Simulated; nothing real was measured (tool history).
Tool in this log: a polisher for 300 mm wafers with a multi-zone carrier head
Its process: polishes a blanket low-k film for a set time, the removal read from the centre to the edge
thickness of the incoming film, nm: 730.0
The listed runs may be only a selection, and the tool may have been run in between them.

run    day  flow of slurry (ml/min)  pressure of the head's centre zone  pressure of the head's middle zone  pressure of the head's edge zone  abrasive content of the slurry  polishing time (s)  film removed at the wafer's centre (nm)  film removed at mid-radius (nm)  film removed at the wafer's edge (nm)
  1  0.000                      300                                1.00                                1.00                              1.00                            1.00                  77                                   28.825                           28.553                                 29.729
  2  0.062                      330                                1.00                                1.00                              1.00                            1.00                  77                                   28.700                           29.995                                 30.328
  3  0.142                      330                                1.00                                1.00                              1.00                            1.00                  94                                   35.164                           35.724                                 36.028
  4  0.396                      315                                0.99                                0.99                              0.97                            0.90                  93                                   32.110                           32.460                                 32.864
  5  0.483                      315                                0.99                                1.06                              0.97                            0.90                  93                                   31.963                           34.024                                 32.811
  6  0.850                      315                                0.99                                0.98                              0.97                            0.90                  93                                   31.628                           32.557                                 33.444
     0.888  -- worn pad replaced by a new one
  7  0.888                      300                                1.00                                0.98                              0.95                            0.85                  92                                   33.839                           34.123                                 35.033

What will run 8 give?
  8  1.062                      385                                1.06                                1.01                              1.05                            0.60                  70                                        ?                                ?                                      ?

For run 8 the tool returned film removed at the wafer's centre (nm) 19.106, film removed at mid-radius (nm) 18.077, film removed at the wafer's edge (nm) 18.972.
